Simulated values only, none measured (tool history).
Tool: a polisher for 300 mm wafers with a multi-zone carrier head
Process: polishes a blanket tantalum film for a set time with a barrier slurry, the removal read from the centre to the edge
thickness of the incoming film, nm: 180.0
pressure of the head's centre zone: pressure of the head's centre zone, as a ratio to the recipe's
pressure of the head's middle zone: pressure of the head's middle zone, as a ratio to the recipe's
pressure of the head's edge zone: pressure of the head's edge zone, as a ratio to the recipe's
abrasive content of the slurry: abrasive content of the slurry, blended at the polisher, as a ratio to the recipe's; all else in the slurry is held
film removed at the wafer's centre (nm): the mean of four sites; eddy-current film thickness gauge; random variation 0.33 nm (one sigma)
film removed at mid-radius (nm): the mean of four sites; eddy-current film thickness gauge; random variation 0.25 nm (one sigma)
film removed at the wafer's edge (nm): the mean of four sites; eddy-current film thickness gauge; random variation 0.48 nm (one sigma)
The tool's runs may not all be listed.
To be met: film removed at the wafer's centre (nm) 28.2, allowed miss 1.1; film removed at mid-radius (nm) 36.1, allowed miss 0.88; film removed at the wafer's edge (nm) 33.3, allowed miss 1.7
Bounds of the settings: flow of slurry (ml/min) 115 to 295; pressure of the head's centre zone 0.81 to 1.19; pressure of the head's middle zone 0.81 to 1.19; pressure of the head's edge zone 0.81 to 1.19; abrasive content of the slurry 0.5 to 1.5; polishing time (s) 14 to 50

run	hour	flow of slurry (ml/min)	pressure of the head's centre zone	pressure of the head's middle zone	pressure of the head's edge zone	abrasive content of the slurry	polishing time (s)	film removed at the wafer's centre (nm)	film removed at mid-radius (nm)	film removed at the wafer's edge (nm)
1	0	190	1	1	1	1	32	51.42	49.581	50.29
2	5	180	0.96	1.01	0.99	0.9	31	44.568	46.248	47.503
3	9.1	185	0.95	1.03	0.96	0.8	30	41.282	43.656	43.046
4	10.4	185	0.95	1.03	0.96	0.9	30	42.92	45.6	44.836
5	16.4	185	0.95	0.95	0.96	0.9	30	44.311	43.951	44.791
6	23.7	185	0.95	0.95	0.96	0.75	30	39.785	40.218	41.636
7	31.5	180	0.92	0.96	0.93	0.7	30	37.112	39.895	40.394
8	36.6	180	0.9	0.97	0.91	0.65	30	35.217	38.409	38.426
9	41.7	175	0.88	0.98	0.89	0.65	30	34.406	38.011	37.987
10	43.2	170	0.87	1	0.88	0.6	30	31.643	36.788	35.589
11	46.4	165	0.86	1.01	0.88	0.6	30	32.309	36.805	35.452
12	50.2	175	0.85	1.02	0.88	0.6	30	31.49	37.651	35.56
13	57.1	170	0.84	1.03	0.88	0.6	30	30.853	37.871	35.885
14	63.7	165	0.83	1.04	0.87	0.6	30	30.578	37.09	36.675

Which of these 4 next moves meets every target?
A	70.3	170	0.87	1.07	0.88	0.6	28	?	?	?
B	70.3	175	0.88	1.17	0.9	0.5	31	?	?	?
C	70.3	295	0.85	1.16	0.81	0.5	28	?	?	?
D	70.3	175	0.81	1.06	0.82	0.6	28	?	?	?

move	film removed at the wafer's centre (nm)	film removed at mid-radius (nm)	film removed at the wafer's edge (nm)
A	29.964	35.419	32.772
B	30.039	36.983	32.675
C	28.144	35.403	29.717
D	28.088	35.393	32.006
A: nearer than the last run, and not there yet
B: nearer than the last run, and not there yet
C: brings the result that was furthest off to its target, and leaves another outside
D: meets every target
Move D is the one to make.

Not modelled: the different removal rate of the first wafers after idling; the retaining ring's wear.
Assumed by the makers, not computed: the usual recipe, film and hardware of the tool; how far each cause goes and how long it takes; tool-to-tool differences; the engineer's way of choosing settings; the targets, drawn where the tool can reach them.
